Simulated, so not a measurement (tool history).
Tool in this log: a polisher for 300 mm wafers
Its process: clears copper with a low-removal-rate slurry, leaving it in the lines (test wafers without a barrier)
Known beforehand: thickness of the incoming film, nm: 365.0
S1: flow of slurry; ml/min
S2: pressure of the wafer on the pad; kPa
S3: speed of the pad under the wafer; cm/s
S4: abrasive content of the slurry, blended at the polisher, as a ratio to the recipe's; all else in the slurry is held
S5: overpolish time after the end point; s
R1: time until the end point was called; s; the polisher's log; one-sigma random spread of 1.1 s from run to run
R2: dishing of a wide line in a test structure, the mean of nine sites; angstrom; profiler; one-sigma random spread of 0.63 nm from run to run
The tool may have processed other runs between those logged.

{"run": 1, "hour": 0.0, "S1": 250, "S2": 20, "S3": 96, "S4": 1, "S5": 30, "R1": 110.68, "R2": 616.56}
{"run": 2, "hour": 1.6, "S1": 250, "S2": 20, "S3": 96, "S4": 1, "S5": 21, "R1": 109.82, "R2": 455.93}
{"run": 3, "hour": 4.7, "S1": 245, "S2": 19.3, "S3": 96, "S4": 1, "S5": 23, "R1": 113.56, "R2": 478.2}
{"run": 4, "hour": 5.3, "S1": 245, "S2": 18.6, "S3": 96, "S4": 1, "S5": 24, "R1": 117.39, "R2": 473.99}
{"run": 5, "hour": 11.1, "S1": 245, "S2": 18.6, "S3": 96, "S4": 1, "S5": 30, "R1": 117.84, "R2": 567.59}
{"run": 6, "hour": 19.3, "S1": 220, "S2": 18.6, "S3": 96, "S4": 1, "S5": 30, "R1": 119.96, "R2": 553.24}
{"run": 7, "hour": 21.2, "S1": 210, "S2": 18.6, "S3": 96, "S4": 1, "S5": 30, "R1": 121, "R2": 569.62}
{"run": 8, "hour": 24.9, "S1": 210, "S2": 18.6, "S3": 96, "S4": 1, "S5": 29, "R1": 119.41, "R2": 555.7}

Estimate the outcome of run 9 from the log above:
{"run": 9, "hour": 33.3, "S1": 210, "S2": 18.6, "S3": 96, "S4": 1, "S5": 29, "R1": "?", "R2": "?"}

Run 9 produced R1 119.96 s, R2 552.21 angstrom.
